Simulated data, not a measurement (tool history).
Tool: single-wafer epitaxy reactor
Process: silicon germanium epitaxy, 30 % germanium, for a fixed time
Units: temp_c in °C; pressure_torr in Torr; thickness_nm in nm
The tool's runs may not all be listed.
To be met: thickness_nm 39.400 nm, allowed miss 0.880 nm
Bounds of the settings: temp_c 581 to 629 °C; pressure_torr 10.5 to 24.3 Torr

| run | hour | temp_c | pressure_torr | thickness_nm |
|---|---|---|---|---|
| 1 | 0.0 | 605 | 17.4 | 62.421 |
| 2 | 3.0 | 602 | 17.2 | 59.170 |
| 3 | 7.8 | 599 | 16.9 | 56.047 |
| 4 | 10.4 | 599 | 19.9 | 61.229 |
| 5 | 16.5 | 597 | 19.2 | 58.321 |
| 6 | 22.3 | 595 | 18.5 | 54.972 |
| 7 | 24.0 | 593 | 18.0 | 53.205 |
| 8 | 32.4 | 591 | 17.4 | 49.890 |
| 9 | 37.2 | 590 | 17.1 | 48.569 |
| 10 | 46.1 | 589 | 16.8 | 47.229 |
| 11 | 52.1 | 588 | 16.6 | 46.486 |
|  | 58.8 | pyrometer calibrated |
| 12 | 58.8 | 587 | 16.4 | 40.915 |
| 13 | 64.4 | 586 | 16.4 | 40.265 |

Which of these 5 next moves meets every target?
| A | 70.0 | 592 | 14.8 | ? |
| B | 70.0 | 590 | 14.4 | ? |
| C | 70.0 | 587 | 16.2 | ? |
| D | 70.0 | 583 | 18.6 | ? |
| E | 70.0 | 585 | 17.8 | ? |

| move | thickness_nm |
|---|---|
| A | 41.488 |
| B | 39.430 |
| C | 40.498 |
| D | 41.187 |
| E | 41.491 |
A: further off than the last run
B: meets every target
C: further off than the last run
D: further off than the last run
E: further off than the last run
Move B is the one to make.

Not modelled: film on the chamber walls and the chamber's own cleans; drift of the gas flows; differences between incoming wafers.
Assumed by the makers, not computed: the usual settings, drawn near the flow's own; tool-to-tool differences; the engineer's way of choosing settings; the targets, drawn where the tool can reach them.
